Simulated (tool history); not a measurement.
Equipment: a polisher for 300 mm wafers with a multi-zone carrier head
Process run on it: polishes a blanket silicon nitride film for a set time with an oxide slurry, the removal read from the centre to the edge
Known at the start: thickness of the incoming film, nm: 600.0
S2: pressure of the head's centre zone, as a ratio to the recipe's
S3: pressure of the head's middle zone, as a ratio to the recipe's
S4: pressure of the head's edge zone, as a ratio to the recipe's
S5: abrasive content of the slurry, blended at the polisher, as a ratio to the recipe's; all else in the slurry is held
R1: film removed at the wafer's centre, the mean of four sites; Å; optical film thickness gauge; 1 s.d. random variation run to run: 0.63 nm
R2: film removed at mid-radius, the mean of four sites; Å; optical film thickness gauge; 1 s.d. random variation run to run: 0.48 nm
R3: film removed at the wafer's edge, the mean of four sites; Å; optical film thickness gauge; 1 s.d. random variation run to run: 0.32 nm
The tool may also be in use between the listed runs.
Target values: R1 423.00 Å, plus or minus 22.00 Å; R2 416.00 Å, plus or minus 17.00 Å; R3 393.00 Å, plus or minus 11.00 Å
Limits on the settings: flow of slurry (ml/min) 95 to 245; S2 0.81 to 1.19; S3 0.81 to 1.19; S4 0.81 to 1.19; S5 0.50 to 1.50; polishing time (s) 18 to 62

Run 1, hour 0.0: flow of slurry (ml/min) 155, S2 1.00, S3 1.00, S4 1.00, S5 1.00, polishing time (s) 40. Result: R1 198.00 Å, R2 201.70 Å, R3 211.71 Å.
Run 2, hour 1.9: flow of slurry (ml/min) 155, S2 1.00, S3 1.00, S4 1.04, S5 1.00, polishing time (s) 40. Result: R1 194.52 Å, R2 202.12 Å, R3 213.68 Å.
Run 3, hour 5.8: flow of slurry (ml/min) 170, S2 1.04, S3 1.03, S4 1.05, S5 1.15, polishing time (s) 44. Result: R1 257.64 Å, R2 252.36 Å, R3 259.52 Å.
Run 4, hour 11.7: flow of slurry (ml/min) 170, S2 0.99, S3 1.03, S4 1.05, S5 1.15, polishing time (s) 44. Result: R1 244.63 Å, R2 249.26 Å, R3 263.04 Å.
Run 5, hour 20.3: flow of slurry (ml/min) 185, S2 1.01, S3 1.08, S4 1.06, S5 1.25, polishing time (s) 46. Result: R1 272.37 Å, R2 291.93 Å, R3 287.48 Å.
Run 6, hour 28.0: flow of slurry (ml/min) 160, S2 1.01, S3 1.08, S4 1.06, S5 1.25, polishing time (s) 46. Result: R1 265.29 Å, R2 279.14 Å, R3 280.92 Å.
Run 7, hour 30.1: flow of slurry (ml/min) 180, S2 1.04, S3 1.10, S4 1.08, S5 1.35, polishing time (s) 48. Result: R1 301.64 Å, R2 318.81 Å, R3 310.72 Å.
Run 8, hour 36.2: flow of slurry (ml/min) 195, S2 1.07, S3 1.10, S4 1.09, S5 1.40, polishing time (s) 50. Result: R1 333.02 Å, R2 337.83 Å, R3 338.93 Å.
Run 9, hour 40.2: flow of slurry (ml/min) 205, S2 1.10, S3 1.12, S4 1.09, S5 1.45, polishing time (s) 51. Result: R1 354.36 Å, R2 363.26 Å, R3 346.92 Å.
Run 10, hour 43.8: flow of slurry (ml/min) 210, S2 1.12, S3 1.13, S4 1.10, S5 1.45, polishing time (s) 52. Result: R1 377.89 Å, R2 381.16 Å, R3 360.33 Å.
Run 11, hour 49.6: flow of slurry (ml/min) 215, S2 1.13, S3 1.14, S4 1.12, S5 1.45, polishing time (s) 53. Result: R1 384.26 Å, R2 382.95 Å, R3 373.76 Å.
Run 12, hour 55.2: flow of slurry (ml/min) 220, S2 1.14, S3 1.15, S4 1.12, S5 1.45, polishing time (s) 53. Result: R1 397.36 Å, R2 381.83 Å, R3 370.29 Å.
Run 13, hour 59.0: flow of slurry (ml/min) 220, S2 1.14, S3 1.15, S4 1.12, S5 1.45, polishing time (s) 53. Result: R1 392.41 Å, R2 389.58 Å, R3 380.05 Å.
Run 14, hour 64.6: flow of slurry (ml/min) 220, S2 1.14, S3 1.15, S4 1.12, S5 1.45, polishing time (s) 53. Result: R1 392.06 Å, R2 388.63 Å, R3 376.56 Å.
Run 15, hour 69.4: flow of slurry (ml/min) 225, S2 1.15, S3 1.16, S4 1.12, S5 1.45, polishing time (s) 53. Result: R1 390.81 Å, R2 394.04 Å, R3 375.69 Å.
Run 16, hour 74.9: flow of slurry (ml/min) 225, S2 1.16, S3 1.16, S4 1.12, S5 1.45, polishing time (s) 53. Result: R1 409.02 Å, R2 397.48 Å, R3 375.60 Å.

Which single option among these 5 for the next run brings every result within its allowed miss of target? Just one does.
Run A, hour 80.4: flow of slurry (ml/min) 240, S2 1.18, S3 1.07, S4 1.17, S5 1.45, polishing time (s) 53. Result: R1 ?, R2 ?, R3 ?.
Run B, hour 80.4: flow of slurry (ml/min) 220, S2 1.19, S3 1.19, S4 1.07, S5 1.50, polishing time (s) 52. Result: R1 ?, R2 ?, R3 ?.
Run C, hour 80.4: flow of slurry (ml/min) 205, S2 1.19, S3 1.16, S4 1.01, S5 1.35, polishing time (s) 57. Result: R1 ?, R2 ?, R3 ?.
Run D, hour 80.4: flow of slurry (ml/min) 230, S2 1.15, S3 1.16, S4 1.11, S5 1.50, polishing time (s) 55. Result: R1 ?, R2 ?, R3 ?.
Run E, hour 80.4: flow of slurry (ml/min) 220, S2 1.08, S3 1.19, S4 1.12, S5 1.50, polishing time (s) 54. Result: R1 ?, R2 ?, R3 ?.

move      R1      R2      R3
   A  421.13  370.27  391.68
   B  415.29  397.13  367.27
   C  429.37  402.44  371.36
   D  428.22  414.32  398.24
   E  391.14  412.62  390.29
A: the worst result of the last run now meets its target, but another is out of spec
B: the biggest miss grows against the last run
C: the biggest miss grows against the last run
D: in spec on every target
E: the worst result of the last run now meets its target, but another is out of spec
Move D is the one to make.
